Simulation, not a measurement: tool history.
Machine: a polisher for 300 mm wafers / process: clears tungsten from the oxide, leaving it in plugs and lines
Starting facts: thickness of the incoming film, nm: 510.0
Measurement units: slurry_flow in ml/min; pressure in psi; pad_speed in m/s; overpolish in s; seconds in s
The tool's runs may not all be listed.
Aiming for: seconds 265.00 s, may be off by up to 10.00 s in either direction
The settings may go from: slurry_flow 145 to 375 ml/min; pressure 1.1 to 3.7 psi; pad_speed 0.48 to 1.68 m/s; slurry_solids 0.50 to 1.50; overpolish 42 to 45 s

{"run": 1, "day": 0.0, "slurry_flow": 240, "pressure": 2.4, "pad_speed": 1.08, "slurry_solids": 1.0, "overpolish": 42, "seconds": 159.25}
{"run": 2, "day": 0.15, "slurry_flow": 240, "pressure": 2.1, "pad_speed": 1.08, "slurry_solids": 1.0, "overpolish": 42, "seconds": 180.07}
{"run": 3, "day": 0.471, "slurry_flow": 240, "pressure": 1.8, "pad_speed": 1.08, "slurry_solids": 1.0, "overpolish": 42, "seconds": 213.06}
{"run": 4, "day": 0.517, "slurry_flow": 185, "pressure": 1.8, "pad_speed": 1.08, "slurry_solids": 1.0, "overpolish": 42, "seconds": 217.92}
{"run": 5, "day": 0.833, "slurry_flow": 155, "pressure": 1.8, "pad_speed": 1.08, "slurry_solids": 1.0, "overpolish": 42, "seconds": 223.25}
{"run": 6, "day": 0.854, "slurry_flow": 155, "pressure": 1.8, "pad_speed": 1.08, "slurry_solids": 1.0, "overpolish": 42, "seconds": 225.31}
{"run": 7, "day": 1.046, "slurry_flow": 155, "pressure": 1.7, "pad_speed": 1.08, "slurry_solids": 1.0, "overpolish": 42, "seconds": 237.55}
{"run": 8, "day": 1.379, "slurry_flow": 155, "pressure": 1.6, "pad_speed": 1.08, "slurry_solids": 1.0, "overpolish": 42, "seconds": 250.99}

Pick the move, out of 4, that brings all results within their allowed miss; only one does.
{"run": "A", "day": 1.712, "slurry_flow": 175, "pressure": 1.7, "pad_speed": 0.92, "slurry_solids": 1.15, "overpolish": 45, "seconds": "?"}
{"run": "B", "day": 1.712, "slurry_flow": 185, "pressure": 1.6, "pad_speed": 1.16, "slurry_solids": 0.95, "overpolish": 42, "seconds": "?"}
{"run": "C", "day": 1.712, "slurry_flow": 145, "pressure": 2.1, "pad_speed": 0.92, "slurry_solids": 0.9, "overpolish": 42, "seconds": "?"}
{"run": "D", "day": 1.712, "slurry_flow": 150, "pressure": 1.5, "pad_speed": 1.24, "slurry_solids": 1.0, "overpolish": 42, "seconds": "?"}

move=A seconds=259.93
move=B seconds=228.58
move=C seconds=232.41
move=D seconds=232.85
A: in spec on every target
B: its largest miss is bigger than the last run's
C: its largest miss is bigger than the last run's
D: its largest miss is bigger than the last run's
Answer: A
